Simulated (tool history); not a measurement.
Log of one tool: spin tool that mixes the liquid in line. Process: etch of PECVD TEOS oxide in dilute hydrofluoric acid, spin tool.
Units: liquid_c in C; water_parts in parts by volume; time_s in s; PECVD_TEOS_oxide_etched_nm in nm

Run 1, hour 0.0: liquid_c 21.0 C, water_parts 105 parts by volume, time_s 325 s. Result: PECVD_TEOS_oxide_etched_nm 26.123 nm.
Run 2, hour 4.1: liquid_c 21.0 C, water_parts 105 parts by volume, time_s 325 s. Result: PECVD_TEOS_oxide_etched_nm 25.970 nm.
Run 3, hour 9.4: liquid_c 20.5 C, water_parts 105 parts by volume, time_s 325 s. Result: PECVD_TEOS_oxide_etched_nm 25.836 nm.
Run 4, hour 12.1: liquid_c 20.0 C, water_parts 110 parts by volume, time_s 325 s. Result: PECVD_TEOS_oxide_etched_nm 24.175 nm.
Run 5, hour 19.3: liquid_c 23.5 C, water_parts 110 parts by volume, time_s 325 s. Result: PECVD_TEOS_oxide_etched_nm 27.229 nm.
At hour 24.7: hydrofluoric acid flow meter replaced.
Run 6, hour 24.7: liquid_c 23.0 C, water_parts 110 parts by volume, time_s 325 s. Result: PECVD_TEOS_oxide_etched_nm 24.464 nm.
Run 7, hour 25.9: liquid_c 23.0 C, water_parts 115 parts by volume, time_s 325 s. Result: PECVD_TEOS_oxide_etched_nm 23.425 nm.

Run 8 comes next. What will it give?
Run 8, hour 29.0: liquid_c 22.5 C, water_parts 115 parts by volume, time_s 325 s. Result: PECVD_TEOS_oxide_etched_nm ?.

{"run 8": {"PECVD_TEOS_oxide_etched_nm": 22.802}}

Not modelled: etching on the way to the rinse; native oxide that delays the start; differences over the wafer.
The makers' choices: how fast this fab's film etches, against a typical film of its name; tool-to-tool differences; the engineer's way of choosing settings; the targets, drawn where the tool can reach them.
